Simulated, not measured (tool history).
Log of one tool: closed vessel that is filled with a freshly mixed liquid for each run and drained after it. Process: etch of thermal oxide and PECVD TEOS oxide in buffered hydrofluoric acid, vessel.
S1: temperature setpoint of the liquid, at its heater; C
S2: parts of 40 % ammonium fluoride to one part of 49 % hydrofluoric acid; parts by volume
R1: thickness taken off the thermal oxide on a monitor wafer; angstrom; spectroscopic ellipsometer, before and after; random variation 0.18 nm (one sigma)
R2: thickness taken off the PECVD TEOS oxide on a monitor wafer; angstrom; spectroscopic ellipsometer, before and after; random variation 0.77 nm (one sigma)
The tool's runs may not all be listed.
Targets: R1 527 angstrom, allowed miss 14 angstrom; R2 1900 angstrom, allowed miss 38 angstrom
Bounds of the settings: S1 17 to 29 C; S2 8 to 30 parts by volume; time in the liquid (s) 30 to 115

run 1 hour=0 | S1=21 S2=22.5 time_in_the_liquid_(s)=60 | R1=286.43 R2=1026.4
run 2 hour=4 | S1=21 S2=22.5 time_in_the_liquid_(s)=70 | R1=331.89 R2=1192.1
run 3 hour=9.9 | S1=21 S2=22.5 time_in_the_liquid_(s)=55 | R1=260.71 R2=940.23
run 4 hour=15 | S1=23.5 S2=20 time_in_the_liquid_(s)=55 | R1=335.82 R2=1211.8
run 5 hour=19.6 | S1=25 S2=20 time_in_the_liquid_(s)=55 | R1=364.5 R2=1307
run 6 hour=24.1 | S1=25 S2=20 time_in_the_liquid_(s)=40 | R1=265.3 R2=951.09
run 7 hour=32.1 | S1=26 S2=16.5 time_in_the_liquid_(s)=40 | R1=337.9 R2=1211.4
run 8 hour=33 | S1=29 S2=10 time_in_the_liquid_(s)=40 | R1=622.95 R2=2240.5
run 9 hour=41.1 | S1=28.5 S2=10 time_in_the_liquid_(s)=40 | R1=604.19 R2=2184.8
run 10 hour=43.4 | S1=28 S2=10 time_in_the_liquid_(s)=40 | R1=593.94 R2=2126
run 11 hour=47.6 | S1=27.5 S2=10 time_in_the_liquid_(s)=40 | R1=576.76 R2=2078.4
run 12 hour=48.3 | S1=27 S2=10 time_in_the_liquid_(s)=40 | R1=558.96 R2=2017.5
run 13 hour=55.1 | S1=26.5 S2=10 time_in_the_liquid_(s)=40 | R1=547.45 R2=1953.2

Which of these 4 next moves meets every target?
run A hour=61.9 | S1=24.5 S2=14 time_in_the_liquid_(s)=60 | R1=? R2=?
run B hour=61.9 | S1=25.5 S2=10.5 time_in_the_liquid_(s)=45 | R1=? R2=?
run C hour=61.9 | S1=25 S2=8 time_in_the_liquid_(s)=35 | R1=? R2=?
run D hour=61.9 | S1=28.5 S2=16.5 time_in_the_liquid_(s)=55 | R1=? R2=?

move=A R1=548.04 R2=1980.7
move=B R1=562.94 R2=2034.6
move=C R1=560.04 R2=2024.1
move=D R1=530.23 R2=1916.3
A: further off than the last run
B: further off than the last run
C: further off than the last run
D: meets every target
The right move is D.
